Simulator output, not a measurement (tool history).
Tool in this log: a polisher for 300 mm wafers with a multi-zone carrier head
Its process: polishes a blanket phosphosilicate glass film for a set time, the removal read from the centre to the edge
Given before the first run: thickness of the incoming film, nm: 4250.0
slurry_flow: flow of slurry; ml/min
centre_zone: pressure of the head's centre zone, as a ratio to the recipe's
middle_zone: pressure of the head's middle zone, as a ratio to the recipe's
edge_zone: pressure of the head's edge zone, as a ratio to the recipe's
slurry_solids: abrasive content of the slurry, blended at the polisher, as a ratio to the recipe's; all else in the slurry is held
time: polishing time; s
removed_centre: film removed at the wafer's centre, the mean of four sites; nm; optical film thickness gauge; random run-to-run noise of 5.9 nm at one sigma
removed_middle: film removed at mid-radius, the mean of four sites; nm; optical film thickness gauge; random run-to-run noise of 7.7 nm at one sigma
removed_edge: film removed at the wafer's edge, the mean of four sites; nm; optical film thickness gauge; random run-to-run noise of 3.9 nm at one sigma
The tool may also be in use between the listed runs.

{"run": 1, "hour": 0.0, "slurry_flow": 165, "centre_zone": 1.0, "middle_zone": 1.0, "edge_zone": 1.0, "slurry_solids": 1.0, "time": 71, "removed_centre": 402.41, "removed_middle": 424.14, "removed_edge": 414.69}
{"run": 2, "hour": 6.4, "slurry_flow": 170, "centre_zone": 0.99, "middle_zone": 1.02, "edge_zone": 1.01, "slurry_solids": 1.0, "time": 71, "removed_centre": 412.97, "removed_middle": 431.38, "removed_edge": 406.92}
{"run": 3, "hour": 14.0, "slurry_flow": 165, "centre_zone": 0.97, "middle_zone": 1.03, "edge_zone": 1.01, "slurry_solids": 1.05, "time": 71, "removed_centre": 398.01, "removed_middle": 423.17, "removed_edge": 412.86}
{"run": 4, "hour": 17.0, "slurry_flow": 165, "centre_zone": 0.91, "middle_zone": 1.03, "edge_zone": 1.01, "slurry_solids": 1.05, "time": 71, "removed_centre": 380.09, "removed_middle": 423.28, "removed_edge": 413.86}
{"run": 5, "hour": 23.3, "slurry_flow": 165, "centre_zone": 0.91, "middle_zone": 1.03, "edge_zone": 1.01, "slurry_solids": 1.05, "time": 62, "removed_centre": 327.85, "removed_middle": 392.23, "removed_edge": 366.93}
{"run": 6, "hour": 31.7, "slurry_flow": 165, "centre_zone": 0.91, "middle_zone": 1.03, "edge_zone": 1.01, "slurry_solids": 1.05, "time": 53, "removed_centre": 280.33, "removed_middle": 327.71, "removed_edge": 316.13}
{"run": 7, "hour": 36.6, "slurry_flow": 165, "centre_zone": 0.91, "middle_zone": 1.03, "edge_zone": 1.01, "slurry_solids": 1.05, "time": 53, "removed_centre": 276.38, "removed_middle": 327.8, "removed_edge": 310.31}
{"run": 8, "hour": 37.5, "slurry_flow": 170, "centre_zone": 0.9, "middle_zone": 1.05, "edge_zone": 1.01, "slurry_solids": 1.1, "time": 55, "removed_centre": 293.98, "removed_middle": 355.59, "removed_edge": 331.49}
{"run": 9, "hour": 43.9, "slurry_flow": 170, "centre_zone": 0.9, "middle_zone": 1.05, "edge_zone": 1.01, "slurry_solids": 1.1, "time": 55, "removed_centre": 295.39, "removed_middle": 354.14, "removed_edge": 326.84}
{"run": 10, "hour": 44.6, "slurry_flow": 170, "centre_zone": 0.89, "middle_zone": 1.06, "edge_zone": 1.02, "slurry_solids": 1.15, "time": 57, "removed_centre": 311.68, "removed_middle": 376.16, "removed_edge": 351.3}
{"run": 11, "hour": 50.2, "slurry_flow": 175, "centre_zone": 0.88, "middle_zone": 1.07, "edge_zone": 1.03, "slurry_solids": 1.2, "time": 58, "removed_centre": 316.08, "removed_middle": 389.98, "removed_edge": 368.74}
{"run": 12, "hour": 58.1, "slurry_flow": 180, "centre_zone": 0.88, "middle_zone": 1.08, "edge_zone": 1.03, "slurry_solids": 1.25, "time": 59, "removed_centre": 333.77, "removed_middle": 412.3, "removed_edge": 374.09}

Expected results for the next run?
{"run": 13, "hour": 60.4, "slurry_flow": 180, "centre_zone": 0.88, "middle_zone": 1.09, "edge_zone": 1.04, "slurry_solids": 1.3, "time": 60, "removed_centre": "?", "removed_middle": "?", "removed_edge": "?"}

{"run 13": {"removed_centre": 344.49, "removed_middle": 420.62, "removed_edge": 398.61}}
